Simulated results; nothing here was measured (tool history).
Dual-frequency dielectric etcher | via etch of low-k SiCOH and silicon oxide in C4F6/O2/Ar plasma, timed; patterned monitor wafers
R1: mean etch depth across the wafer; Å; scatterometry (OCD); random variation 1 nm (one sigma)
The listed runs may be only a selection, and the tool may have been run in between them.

{"run": 1, "hour": 0.0, "source power (kW)": 0.28, "bias power (kW)": 0.24, "etch time (s)": 106.5, "R1": 3022}
{"run": 2, "hour": 5.5, "source power (kW)": 0.27, "bias power (kW)": 0.238, "etch time (s)": 106.5, "R1": 2969.6}
{"run": 3, "hour": 8.4, "source power (kW)": 0.26, "bias power (kW)": 0.237, "etch time (s)": 106.5, "R1": 2949.2}
{"run": 4, "hour": 10.3, "source power (kW)": 0.25, "bias power (kW)": 0.235, "etch time (s)": 106.5, "R1": 2883.7}
{"run": 5, "hour": 16.6, "source power (kW)": 0.25, "bias power (kW)": 0.234, "etch time (s)": 106.5, "R1": 2901.2}
{"run": 6, "hour": 22.2, "source power (kW)": 0.29, "bias power (kW)": 0.234, "etch time (s)": 106.5, "R1": 3050.4}
{"run": 7, "hour": 27.8, "source power (kW)": 0.28, "bias power (kW)": 0.232, "etch time (s)": 106.5, "R1": 2988.4}

Predict the results of run 8:
{"run": 8, "hour": 35.1, "source power (kW)": 0.27, "bias power (kW)": 0.23, "etch time (s)": 106.5, "R1": "?"}

{"run 8": {"R1": 2952.1}}
